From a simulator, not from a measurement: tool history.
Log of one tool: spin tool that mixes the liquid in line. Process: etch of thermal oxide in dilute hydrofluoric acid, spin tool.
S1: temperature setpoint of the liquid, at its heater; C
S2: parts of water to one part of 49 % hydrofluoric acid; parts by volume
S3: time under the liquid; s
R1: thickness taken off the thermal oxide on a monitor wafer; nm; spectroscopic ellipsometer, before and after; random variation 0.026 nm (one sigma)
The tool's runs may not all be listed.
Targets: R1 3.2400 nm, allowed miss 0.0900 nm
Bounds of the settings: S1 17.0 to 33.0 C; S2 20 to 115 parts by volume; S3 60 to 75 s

run,hour,S1,S2,S3,R1
1,0.0,25.0,65,75,6.7090
2,3.6,25.0,65,60,5.3299
3,6.4,23.0,70,60,4.5199
4,10.9,25.5,70,60,5.0436
5,15.0,25.5,80,60,4.3195
6,22.6,27.0,80,60,4.5854
7,23.3,25.0,80,60,4.2909
8,30.3,23.5,80,60,4.0191
9,38.1,23.5,80,60,4.0063
10,39.1,23.5,80,60,4.0114
11,43.7,22.0,80,60,3.8000
12,47.3,22.0,80,60,3.7391
13,54.5,21.0,80,60,3.5879
14,55.8,20.5,80,60,3.5318
15,62.5,20.0,80,60,3.4366

4 next moves are on the table. One of them brings every result within its allowed miss. Which?
A,69.2,17.0,75,65,?
B,69.2,21.0,95,65,?
C,69.2,20.0,80,65,?
D,69.2,22.5,90,65,?

move,R1
A,3.5057
B,3.1996
C,3.7096
D,3.6108
A: further off than the last run
B: meets every target
C: further off than the last run
D: further off than the last run
Answer: B

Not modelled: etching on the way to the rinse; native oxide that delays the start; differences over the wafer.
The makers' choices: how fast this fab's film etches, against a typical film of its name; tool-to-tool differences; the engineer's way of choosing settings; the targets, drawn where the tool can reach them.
